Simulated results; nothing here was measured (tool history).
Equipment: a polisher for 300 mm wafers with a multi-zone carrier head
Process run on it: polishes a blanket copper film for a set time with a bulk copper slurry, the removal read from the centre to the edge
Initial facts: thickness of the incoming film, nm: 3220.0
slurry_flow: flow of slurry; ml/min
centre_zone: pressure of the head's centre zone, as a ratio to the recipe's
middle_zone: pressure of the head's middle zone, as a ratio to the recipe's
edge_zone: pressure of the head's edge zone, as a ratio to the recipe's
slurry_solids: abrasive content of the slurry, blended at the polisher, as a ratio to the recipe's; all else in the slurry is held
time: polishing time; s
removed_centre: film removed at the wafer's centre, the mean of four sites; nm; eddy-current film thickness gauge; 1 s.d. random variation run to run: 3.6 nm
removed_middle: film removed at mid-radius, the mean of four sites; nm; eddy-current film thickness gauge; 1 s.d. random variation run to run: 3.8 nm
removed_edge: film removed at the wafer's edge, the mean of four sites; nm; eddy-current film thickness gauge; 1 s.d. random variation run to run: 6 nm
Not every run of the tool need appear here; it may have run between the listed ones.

run	day	slurry_flow	centre_zone	middle_zone	edge_zone	slurry_solids	time	removed_centre	removed_middle	removed_edge
1	0.000	235	1.00	1.00	1.00	1.00	38	351.98	354.46	356.45
2	0.129	235	1.00	1.00	1.00	1.00	46	427.58	426.51	426.39
3	0.321	235	1.00	1.00	0.95	1.00	46	422.32	434.96	411.52
4	0.488	235	1.00	1.00	0.95	1.10	46	429.84	436.69	425.68
5	0.662	235	1.00	1.00	0.95	0.95	46	421.04	430.47	412.95
6	0.858	235	1.00	1.00	0.95	0.75	46	405.44	411.07	394.51
7	1.050	230	0.98	1.01	0.95	0.75	46	400.76	413.46	403.94

Run 8 comes next. What will it give?
8	1.417	230	0.96	1.02	0.93	0.75	46	?	?	?

removed_centre: 397.49 nm
removed_middle: 421.34 nm
removed_edge: 400.24 nm
